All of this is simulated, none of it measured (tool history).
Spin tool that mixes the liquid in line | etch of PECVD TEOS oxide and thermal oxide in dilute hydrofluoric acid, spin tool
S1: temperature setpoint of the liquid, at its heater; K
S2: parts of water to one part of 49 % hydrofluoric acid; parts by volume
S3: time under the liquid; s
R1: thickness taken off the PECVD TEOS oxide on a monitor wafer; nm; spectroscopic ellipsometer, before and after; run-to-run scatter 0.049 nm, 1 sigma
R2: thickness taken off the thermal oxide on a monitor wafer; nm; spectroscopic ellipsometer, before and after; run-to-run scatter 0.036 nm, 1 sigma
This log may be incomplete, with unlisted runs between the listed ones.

run  hour      S1   S2   S3      R1      R2
  1   0.0  297.15  210  140  6.7196  2.6866
  2   1.7  298.15  210  140  6.9542  2.7574
  3   4.7  298.15  210  165  8.2567  3.2240
  4  13.3  299.15  210  165  8.6213  3.3406
  5  17.0  299.15  210  105  5.4377  2.1710
  6  24.3  300.65  200  105  6.0373  2.3936
  7  28.6  301.65  195  105  6.4395  2.5708
  8  34.3  302.65  190  105  6.9459  2.7477

Run 9 comes next. What will it give?
  9  43.0  302.65  190  105   ?   ?

R1: 6.8908 nm
R2: 2.7492 nm
